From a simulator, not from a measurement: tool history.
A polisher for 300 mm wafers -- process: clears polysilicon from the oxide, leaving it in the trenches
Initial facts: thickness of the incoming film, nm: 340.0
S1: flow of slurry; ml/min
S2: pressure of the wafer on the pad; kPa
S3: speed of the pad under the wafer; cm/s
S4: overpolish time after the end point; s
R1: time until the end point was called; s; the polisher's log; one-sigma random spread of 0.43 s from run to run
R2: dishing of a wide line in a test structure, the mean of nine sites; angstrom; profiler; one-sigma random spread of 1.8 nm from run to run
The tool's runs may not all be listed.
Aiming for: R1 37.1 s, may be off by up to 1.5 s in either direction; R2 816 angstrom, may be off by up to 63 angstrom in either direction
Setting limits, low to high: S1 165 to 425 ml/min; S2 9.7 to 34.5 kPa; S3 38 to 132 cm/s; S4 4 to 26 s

| run | hour | S1 | S2 | S3 | S4 | R1 | R2 |
|---|---|---|---|---|---|---|---|
| 1 | 0 | 275 | 22.1 | 84 | 13 | 32.718 | 876.46 |
| 2 | 1.2 | 275 | 22.1 | 96 | 13 | 28.219 | 898.72 |
| 3 | 9.8 | 275 | 20.7 | 96 | 13 | 30.162 | 879.33 |
| 4 | 10.5 | 275 | 20 | 96 | 13 | 31.558 | 888.09 |
| 5 | 15.2 | 275 | 20 | 106 | 13 | 28.255 | 893.86 |
|  | 17.6 | worn pad replaced by a new one |
| 6 | 17.6 | 275 | 20 | 126 | 13 | 21.389 | 1000.6 |
| 7 | 22.4 | 275 | 13.8 | 118 | 13 | 32.933 | 877.78 |
| 8 | 30.2 | 275 | 13.1 | 118 | 13 | 34.706 | 846.18 |

Which one of the following 4 next-run settings gets every result inside its allowed miss? There is exactly one.
| A | 38 | 285 | 13.1 | 106 | 18 | ? | ? |
| B | 38 | 250 | 13.8 | 106 | 18 | ? | ? |
| C | 38 | 275 | 12.4 | 114 | 13 | ? | ? |
| D | 38 | 265 | 11 | 128 | 18 | ? | ? |

| move | R1 | R2 |
|---|---|---|
| A | 38.503 | 909.02 |
| B | 36.999 | 921.94 |
| C | 37.841 | 797.5 |
| D | 37.857 | 914.56 |
A: corrects the largest miss of the last run, while another result sits out of spec
B: corrects the largest miss of the last run, while another result sits out of spec
C: each result inside its tolerance
D: corrects the largest miss of the last run, while another result sits out of spec
Correct choice: C, which meets every target

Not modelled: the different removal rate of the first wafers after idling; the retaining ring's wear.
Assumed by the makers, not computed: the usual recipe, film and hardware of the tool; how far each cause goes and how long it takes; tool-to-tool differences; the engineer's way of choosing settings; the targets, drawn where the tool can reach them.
